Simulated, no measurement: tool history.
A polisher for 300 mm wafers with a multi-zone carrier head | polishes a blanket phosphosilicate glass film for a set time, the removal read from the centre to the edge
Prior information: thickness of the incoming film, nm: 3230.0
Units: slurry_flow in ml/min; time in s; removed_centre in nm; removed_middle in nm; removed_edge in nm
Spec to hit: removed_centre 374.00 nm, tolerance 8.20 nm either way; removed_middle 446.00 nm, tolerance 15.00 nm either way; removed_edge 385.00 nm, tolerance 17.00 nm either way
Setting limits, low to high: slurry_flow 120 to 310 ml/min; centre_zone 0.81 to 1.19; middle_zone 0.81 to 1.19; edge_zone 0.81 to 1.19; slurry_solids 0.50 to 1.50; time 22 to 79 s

{"run": 1, "hour": 0.0, "slurry_flow": 200, "centre_zone": 1.0, "middle_zone": 1.0, "edge_zone": 1.0, "slurry_solids": 1.0, "time": 50, "removed_centre": 355.04, "removed_middle": 360.5, "removed_edge": 355.93}
{"run": 2, "hour": 3.9, "slurry_flow": 200, "centre_zone": 1.0, "middle_zone": 1.0, "edge_zone": 1.0, "slurry_solids": 1.0, "time": 45, "removed_centre": 316.48, "removed_middle": 321.35, "removed_edge": 311.56}
{"run": 3, "hour": 7.5, "slurry_flow": 205, "centre_zone": 1.0, "middle_zone": 1.02, "edge_zone": 1.02, "slurry_solids": 1.05, "time": 45, "removed_centre": 328.08, "removed_middle": 335.35, "removed_edge": 328.76}
{"run": 4, "hour": 8.6, "slurry_flow": 210, "centre_zone": 1.0, "middle_zone": 1.04, "edge_zone": 1.02, "slurry_solids": 1.1, "time": 45, "removed_centre": 338.83, "removed_middle": 352.3, "removed_edge": 332.93}
{"run": 5, "hour": 11.5, "slurry_flow": 210, "centre_zone": 1.0, "middle_zone": 1.04, "edge_zone": 1.02, "slurry_solids": 1.1, "time": 39, "removed_centre": 293.27, "removed_middle": 304.01, "removed_edge": 290.46}
{"run": 6, "hour": 18.5, "slurry_flow": 215, "centre_zone": 0.99, "middle_zone": 1.06, "edge_zone": 1.03, "slurry_solids": 1.15, "time": 39, "removed_centre": 294.87, "removed_middle": 314.26, "removed_edge": 291.66}
{"run": 7, "hour": 27.1, "slurry_flow": 215, "centre_zone": 0.99, "middle_zone": 1.07, "edge_zone": 1.04, "slurry_solids": 1.2, "time": 40, "removed_centre": 311.21, "removed_middle": 334.0, "removed_edge": 313.59}
{"run": 8, "hour": 35.6, "slurry_flow": 220, "centre_zone": 0.99, "middle_zone": 1.09, "edge_zone": 1.04, "slurry_solids": 1.25, "time": 40, "removed_centre": 316.93, "removed_middle": 345.19, "removed_edge": 321.79}
{"run": 9, "hour": 36.8, "slurry_flow": 220, "centre_zone": 0.99, "middle_zone": 1.09, "edge_zone": 1.04, "slurry_solids": 1.25, "time": 40, "removed_centre": 316.62, "removed_middle": 347.71, "removed_edge": 313.17}
{"run": 10, "hour": 42.0, "slurry_flow": 220, "centre_zone": 0.99, "middle_zone": 1.1, "edge_zone": 1.05, "slurry_solids": 1.3, "time": 40, "removed_centre": 320.24, "removed_middle": 358.82, "removed_edge": 321.71}
{"run": 11, "hour": 49.9, "slurry_flow": 225, "centre_zone": 0.99, "middle_zone": 1.11, "edge_zone": 1.06, "slurry_solids": 1.35, "time": 40, "removed_centre": 327.54, "removed_middle": 369.23, "removed_edge": 330.5}

Of the 5 settings listed for the next run, only one would bring every result within its allowed miss of target. Which one?
{"run": "A", "hour": 57.8, "slurry_flow": 255, "centre_zone": 0.97, "middle_zone": 1.17, "edge_zone": 1.05, "slurry_solids": 1.5, "time": 44, "removed_centre": "?", "removed_middle": "?", "removed_edge": "?"}
{"run": "B", "hour": 57.8, "slurry_flow": 215, "centre_zone": 0.81, "middle_zone": 0.84, "edge_zone": 1.19, "slurry_solids": 1.45, "time": 39, "removed_centre": "?", "removed_middle": "?", "removed_edge": "?"}
{"run": "C", "hour": 57.8, "slurry_flow": 260, "centre_zone": 0.95, "middle_zone": 0.95, "edge_zone": 1.19, "slurry_solids": 0.9, "time": 41, "removed_centre": "?", "removed_middle": "?", "removed_edge": "?"}
{"run": "D", "hour": 57.8, "slurry_flow": 215, "centre_zone": 0.81, "middle_zone": 1.14, "edge_zone": 1.05, "slurry_solids": 1.5, "time": 49, "removed_centre": "?", "removed_middle": "?", "removed_edge": "?"}
{"run": "E", "hour": 57.8, "slurry_flow": 240, "centre_zone": 1.1, "middle_zone": 1.13, "edge_zone": 0.97, "slurry_solids": 1.4, "time": 41, "removed_centre": "?", "removed_middle": "?", "removed_edge": "?"}

move=A removed_centre=377.82 removed_middle=441.48 removed_edge=384.57
move=B removed_centre=279.11 removed_middle=285.89 removed_edge=354.33
move=C removed_centre=276.08 removed_middle=275.07 removed_edge=305.69
move=D removed_centre=355.91 removed_middle=470.41 removed_edge=421.30
move=E removed_centre=376.63 removed_middle=385.86 removed_edge=334.22
A: every result within its allowed miss
B: further off than the last run
C: further off than the last run
D: gains on the last run, yet a result remains outside its allowed miss
E: puts the biggest miss on target and leaves a different result outside tolerance
So the answer is move A, the one that meets all the targets.

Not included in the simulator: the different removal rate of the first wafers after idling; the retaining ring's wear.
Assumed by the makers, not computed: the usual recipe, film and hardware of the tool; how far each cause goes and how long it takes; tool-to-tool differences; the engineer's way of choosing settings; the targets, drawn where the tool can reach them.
